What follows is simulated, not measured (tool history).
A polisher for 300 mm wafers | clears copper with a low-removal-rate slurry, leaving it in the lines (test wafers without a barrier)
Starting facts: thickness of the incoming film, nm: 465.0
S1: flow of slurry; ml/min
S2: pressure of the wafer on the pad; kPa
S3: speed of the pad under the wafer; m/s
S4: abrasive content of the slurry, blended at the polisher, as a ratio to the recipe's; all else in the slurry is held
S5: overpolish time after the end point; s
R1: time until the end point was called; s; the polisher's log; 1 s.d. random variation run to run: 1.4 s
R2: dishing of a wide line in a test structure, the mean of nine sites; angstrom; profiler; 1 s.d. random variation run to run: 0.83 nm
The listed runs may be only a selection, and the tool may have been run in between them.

run	day	S1	S2	S3	S4	S5	R1	R2
1	0.000	300	21.4	1.16	1.0	30	107.48	827.27
2	0.138	300	20.7	1.16	1.0	29	112.31	809.00
3	0.288	300	20.0	1.16	1.0	28	111.57	772.26
4	0.412	300	24.1	1.16	1.0	28	100.10	867.66
5	0.642	300	22.8	1.16	1.0	28	104.24	845.41
6	0.829	300	22.1	1.16	1.0	28	105.42	810.63

Estimate the outcome of run 7 from the log above:
7	0.908	300	21.4	1.16	1.0	28	?	?

Run 7 yielded R1 107.36 s, R2 797.82 angstrom.

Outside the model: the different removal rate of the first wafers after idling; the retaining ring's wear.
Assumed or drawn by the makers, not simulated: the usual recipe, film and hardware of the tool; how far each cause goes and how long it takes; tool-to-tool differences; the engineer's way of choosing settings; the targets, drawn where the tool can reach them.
